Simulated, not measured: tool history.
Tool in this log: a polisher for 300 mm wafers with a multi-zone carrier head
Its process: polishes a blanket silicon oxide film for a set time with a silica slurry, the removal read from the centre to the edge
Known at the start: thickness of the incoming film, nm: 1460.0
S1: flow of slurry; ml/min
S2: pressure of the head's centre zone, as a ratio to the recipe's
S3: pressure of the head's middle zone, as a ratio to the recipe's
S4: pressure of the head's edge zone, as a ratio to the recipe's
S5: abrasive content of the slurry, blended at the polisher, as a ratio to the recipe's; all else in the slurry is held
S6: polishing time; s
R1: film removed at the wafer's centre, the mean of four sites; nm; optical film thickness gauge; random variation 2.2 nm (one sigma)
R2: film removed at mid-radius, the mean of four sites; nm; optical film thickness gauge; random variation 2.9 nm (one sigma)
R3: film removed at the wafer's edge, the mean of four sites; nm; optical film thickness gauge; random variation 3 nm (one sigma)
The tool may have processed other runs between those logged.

run,hour,S1,S2,S3,S4,S5,S6,R1,R2,R3
1,0,255,1,1,1,1,58,136.3,135.57,134.27
2,8,200,1,1,1,1,58,132.53,129.99,130.22
3,9.6,215,0.97,1.03,1.04,1.1,60,140.58,146.59,143.88
4,15.7,215,0.9,1.03,1.04,1.1,60,129.91,144.67,146.84
5,20,215,0.9,1.03,1.04,1,60,121.72,140.37,137.88
6,27.5,230,0.89,1.06,1.06,1.1,62,131.9,158.13,151.3
7,35.9,235,0.88,1.07,1.08,1.2,64,138.38,167.14,166.8
8,43.9,240,0.89,1.09,1.09,1.25,66,148.14,178.95,176.7
# hour 50.5: worn pad replaced by a new one
9,50.5,245,0.89,1.11,1.1,1.3,67,175.69,209.62,201.7
10,55.5,295,0.81,1.14,1.15,1.3,67,165.09,217.2,214.26
11,64.6,305,0.82,1.15,1.15,1.3,67,165.59,220.06,212.12

Forecast run 12:
12,69.5,310,0.83,1.16,1.16,1.3,67,?,?,?

R1: 165.61 nm
R2: 224.15 nm
R3: 207.95 nm
